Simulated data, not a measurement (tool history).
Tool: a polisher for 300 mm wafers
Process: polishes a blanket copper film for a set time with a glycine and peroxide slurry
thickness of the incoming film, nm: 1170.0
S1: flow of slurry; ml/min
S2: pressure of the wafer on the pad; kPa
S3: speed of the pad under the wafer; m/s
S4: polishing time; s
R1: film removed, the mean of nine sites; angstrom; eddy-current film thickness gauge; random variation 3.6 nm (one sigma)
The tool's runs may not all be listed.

{"run": 1, "day": 0.0, "S1": 190, "S2": 22.1, "S3": 1.24, "S4": 79, "R1": 5588.3}
{"run": 2, "day": 0.112, "S1": 190, "S2": 22.1, "S3": 1.24, "S4": 79, "R1": 5493.9}
{"run": 3, "day": 0.204, "S1": 190, "S2": 20.0, "S3": 1.24, "S4": 79, "R1": 5126.6}
{"run": 4, "day": 0.242, "S1": 190, "S2": 20.0, "S3": 1.24, "S4": 83, "R1": 5484.1}
{"run": 5, "day": 0.383, "S1": 190, "S2": 20.0, "S3": 1.24, "S4": 79, "R1": 5151.8}
{"run": 6, "day": 0.746, "S1": 185, "S2": 19.3, "S3": 1.24, "S4": 79, "R1": 5030.6}
{"run": 7, "day": 0.808, "S1": 185, "S2": 18.6, "S3": 1.24, "S4": 79, "R1": 4810.9}

The next listed run, before its measurement:
{"run": 8, "day": 1.121, "S1": 180, "S2": 18.6, "S3": 1.24, "S4": 79, "R1": "?"}

R1: 4820.3 angstrom

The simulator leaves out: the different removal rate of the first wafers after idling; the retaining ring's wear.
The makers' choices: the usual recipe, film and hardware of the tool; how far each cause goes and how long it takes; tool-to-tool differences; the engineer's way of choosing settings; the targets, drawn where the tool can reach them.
